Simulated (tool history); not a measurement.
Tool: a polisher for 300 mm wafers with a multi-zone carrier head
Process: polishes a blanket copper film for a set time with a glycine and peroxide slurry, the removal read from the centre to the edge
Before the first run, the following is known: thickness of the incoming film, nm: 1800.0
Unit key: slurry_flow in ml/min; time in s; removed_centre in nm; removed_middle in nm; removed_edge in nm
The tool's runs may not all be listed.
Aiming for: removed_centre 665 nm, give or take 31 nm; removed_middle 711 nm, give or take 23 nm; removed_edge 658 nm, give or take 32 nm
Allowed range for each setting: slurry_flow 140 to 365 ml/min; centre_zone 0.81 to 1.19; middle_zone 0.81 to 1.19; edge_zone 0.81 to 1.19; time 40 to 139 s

run	day	slurry_flow	centre_zone	middle_zone	edge_zone	time	removed_centre	removed_middle	removed_edge
1	0	235	1	1	1	89	612.9	599.6	563.77
2	0.129	240	1	1.02	1.03	91	611.15	638.71	591.65
3	0.192	240	1	1.02	1.03	76	527.07	542.09	494.91
4	0.471	240	0.94	1.02	1.03	76	491.32	540.39	500.13
5	0.617	245	0.97	1.03	1.05	81	537.75	571.33	545.18
6	0.792	255	1	1.06	1.07	83	560.14	600.12	550.01
7	1.142	255	1.01	1.07	1.08	87	607.89	642.69	583.99
8	1.392	255	1.01	1.08	1.1	88	613.86	650.75	594.92

Which single option among these 4 for the next run brings every result within its allowed miss of target? Just one does.
A	1.642	255	1.01	1.11	1.07	80	?	?	?
B	1.642	275	0.92	1.11	1.18	92	?	?	?
C	1.642	275	1.09	1.17	1.04	88	?	?	?
D	1.642	265	0.99	1.05	1.09	98	?	?	?

move	removed_centre	removed_middle	removed_edge
A	549.67	604.03	541.46
B	579.76	699.63	656.85
C	658.15	699.73	590.14
D	662.22	708.18	671.59
A: further off than the last run
B: meets the target for the result that was furthest off, but another lies outside its allowed miss
C: meets the target for the result that was furthest off, but another lies outside its allowed miss
D: every result within its allowed miss
Move D is the one to make.

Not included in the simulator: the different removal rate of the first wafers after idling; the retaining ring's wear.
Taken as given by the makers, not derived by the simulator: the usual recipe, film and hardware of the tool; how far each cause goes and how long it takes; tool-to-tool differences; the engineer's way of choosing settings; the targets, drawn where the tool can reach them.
